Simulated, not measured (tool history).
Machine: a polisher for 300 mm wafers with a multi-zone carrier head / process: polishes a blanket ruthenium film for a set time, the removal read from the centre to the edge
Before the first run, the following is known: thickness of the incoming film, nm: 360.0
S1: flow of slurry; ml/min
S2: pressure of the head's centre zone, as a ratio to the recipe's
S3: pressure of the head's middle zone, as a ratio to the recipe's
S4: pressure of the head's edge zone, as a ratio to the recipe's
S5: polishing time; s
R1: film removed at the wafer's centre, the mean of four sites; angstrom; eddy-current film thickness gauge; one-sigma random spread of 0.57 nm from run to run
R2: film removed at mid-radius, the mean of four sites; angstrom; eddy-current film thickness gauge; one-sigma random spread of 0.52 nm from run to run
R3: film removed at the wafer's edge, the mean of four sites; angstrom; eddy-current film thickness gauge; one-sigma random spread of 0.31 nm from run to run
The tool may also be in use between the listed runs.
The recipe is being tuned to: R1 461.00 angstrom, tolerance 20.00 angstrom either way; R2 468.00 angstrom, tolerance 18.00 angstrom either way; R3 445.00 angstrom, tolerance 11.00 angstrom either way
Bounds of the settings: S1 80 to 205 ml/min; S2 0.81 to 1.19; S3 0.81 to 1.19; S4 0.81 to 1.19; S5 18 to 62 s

run,day,S1,S2,S3,S4,S5,R1,R2,R3
1,0.000,135,1.00,1.00,1.00,40,296.77,301.58,304.23
2,0.054,135,1.00,1.00,0.96,40,296.78,301.98,295.61
3,0.279,140,1.01,1.02,0.98,41,310.97,316.78,308.14
4,0.325,140,1.01,1.02,0.98,32,240.22,246.41,240.43
5,0.525,140,0.92,1.02,0.98,32,222.16,243.41,238.16
6,0.692,145,0.94,1.03,1.00,34,245.12,264.28,261.89
7,1.046,150,0.96,1.05,1.02,36,270.19,287.20,279.91
8,1.150,180,1.03,1.12,1.12,47,380.42,401.58,386.53
9,1.475,180,1.04,1.12,1.12,48,389.56,401.53,394.32
10,1.538,180,1.05,1.13,1.12,49,397.01,429.85,404.86
11,1.671,180,1.06,1.13,1.12,49,392.58,421.08,405.15
12,1.896,185,1.07,1.13,1.11,50,421.77,434.42,410.50
13,1.929,185,1.07,1.13,1.12,50,413.23,429.86,414.09
14,2.162,185,1.08,1.13,1.12,50,415.54,429.34,418.50
15,2.412,185,1.09,1.13,1.12,50,415.43,431.68,413.29

Exercise: of the 5 proposed moves below, exactly one satisfies all targets within the stated allowed misses. Which move is it?
A,2.662,205,1.13,1.13,1.06,57,?,?,?
B,2.662,205,1.07,1.18,1.05,55,?,?,?
C,2.662,180,1.14,1.14,1.09,59,?,?,?
D,2.662,205,1.16,1.17,1.19,51,?,?,?
E,2.662,205,1.17,1.13,1.08,57,?,?,?

move,R1,R2,R3
A,501.42,498.04,468.93
B,464.37,498.97,450.06
C,511.77,509.77,485.41
D,457.87,459.03,444.89
E,514.98,497.94,473.33
A: takes the result that was furthest off past its target
B: meets the target for the result that was furthest off, but another lies outside its allowed miss
C: takes the result that was furthest off past its target
D: all results land within tolerance of their targets
E: takes the result that was furthest off past its target
Go with D: it meets all targets.

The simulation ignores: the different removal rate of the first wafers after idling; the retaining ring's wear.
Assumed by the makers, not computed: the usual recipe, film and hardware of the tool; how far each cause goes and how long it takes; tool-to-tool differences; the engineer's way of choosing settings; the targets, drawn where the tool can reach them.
